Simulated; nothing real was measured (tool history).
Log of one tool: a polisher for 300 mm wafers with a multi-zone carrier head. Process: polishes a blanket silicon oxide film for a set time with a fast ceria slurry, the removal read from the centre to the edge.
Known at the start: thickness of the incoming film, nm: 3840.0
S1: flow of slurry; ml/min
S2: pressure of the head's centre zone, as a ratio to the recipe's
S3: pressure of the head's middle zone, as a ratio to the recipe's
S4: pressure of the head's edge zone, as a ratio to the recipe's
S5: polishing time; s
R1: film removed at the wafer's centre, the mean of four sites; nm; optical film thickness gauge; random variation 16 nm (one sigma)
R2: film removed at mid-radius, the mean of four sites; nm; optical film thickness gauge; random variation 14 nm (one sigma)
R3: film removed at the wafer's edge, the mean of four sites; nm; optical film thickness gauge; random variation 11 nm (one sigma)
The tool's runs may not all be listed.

run 1 hour=0 | S1=265 S2=1 S3=1 S4=1 S5=44 | R1=820.6 R2=830.66 R3=850.09
run 2 hour=3.1 | S1=265 S2=1 S3=1.08 S4=1 S5=44 | R1=820.65 R2=885.57 R3=848.61
run 3 hour=9.5 | S1=265 S2=0.93 S3=1.08 S4=1 S5=44 | R1=762.68 R2=889.58 R3=842.26
run 4 hour=11.6 | S1=265 S2=0.93 S3=1.08 S4=1.06 S5=44 | R1=769.7 R2=913.86 R3=869.47
run 5 hour=12.5 | S1=265 S2=0.97 S3=1.08 S4=1.06 S5=44 | R1=801.18 R2=904.5 R3=858.56
run 6 hour=20.1 | S1=265 S2=0.97 S3=1.06 S4=1.07 S5=46 | R1=851.14 R2=921.3 R3=913.14

The next listed run, before its measurement:
run 7 hour=24 | S1=265 S2=0.97 S3=1.06 S4=1.07 S5=46 | R1=? R2=? R3=?

R1: 820.47 nm
R2: 941.25 nm
R3: 923.35 nm
